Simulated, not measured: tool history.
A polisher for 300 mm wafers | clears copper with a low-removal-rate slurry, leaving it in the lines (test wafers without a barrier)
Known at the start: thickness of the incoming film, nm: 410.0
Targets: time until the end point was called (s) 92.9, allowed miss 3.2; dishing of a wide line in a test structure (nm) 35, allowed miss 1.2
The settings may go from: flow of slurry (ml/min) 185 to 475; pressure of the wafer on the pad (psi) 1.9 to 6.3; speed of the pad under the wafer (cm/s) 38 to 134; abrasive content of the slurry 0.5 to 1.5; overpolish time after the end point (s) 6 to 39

run    day  flow of slurry (ml/min)  pressure of the wafer on the pad (psi)  speed of the pad under the wafer (cm/s)  abrasive content of the slurry  overpolish time after the end point (s)  time until the end point was called (s)  dishing of a wide line in a test structure (nm)
  1      0                      305                                     4.1                                       86                               1                                       20                                   124.03                                           46.598
  2  0.321                      305                                     4.1                                       86                               1                                       14                                   125.02                                           33.135
  3  0.625                      305                                     4.1                                       86                             1.1                                       14                                   123.69                                           34.192
  4  0.725                      305                                     4.7                                       86                             1.1                                       14                                   107.65                                           37.759
  5  0.808                      305                                     4.7                                       96                             1.1                                       14                                   98.457                                           42.027
  6  1.021                      305                                     4.7                                      112                             1.1                                       14                                   83.416                                           46.376
  7    1.2                      305                                     4.6                                      112                             1.1                                       13                                   85.912                                           44.044
  8  1.496                      305                                     4.6                                      112                             1.1                                       13                                   85.187                                           43.852
  9  1.629                      305                                     4.5                                      112                             1.1                                       12                                   85.076                                           40.841
 10  1.754                      305                                     4.4                                      112                             1.1                                       12                                   89.407                                           39.497

Which of these 4 next moves meets every target?
  A  1.879                      320                                     4.4                                      120                               1                                       10                                        ?                                                ?
  B  1.879                      280                                     4.3                                      124                            0.95                                       13                                        ?                                                ?
  C  1.879                      245                                     4.3                                      118                            1.05                                       14                                        ?                                                ?
  D  1.879                      280                                     5.4                                       94                             0.9                                       11                                        ?                                                ?

move  time until the end point was called (s)  dishing of a wide line in a test structure (nm)
   A                                   84.892                                           35.224
   B                                   85.713                                           43.965
   C                                   88.428                                           45.622
   D                                   93.283                                           35.464
A: brings the result that was furthest off to its target, and leaves another outside
B: further off than the last run
C: further off than the last run
D: meets every target
Answer: D

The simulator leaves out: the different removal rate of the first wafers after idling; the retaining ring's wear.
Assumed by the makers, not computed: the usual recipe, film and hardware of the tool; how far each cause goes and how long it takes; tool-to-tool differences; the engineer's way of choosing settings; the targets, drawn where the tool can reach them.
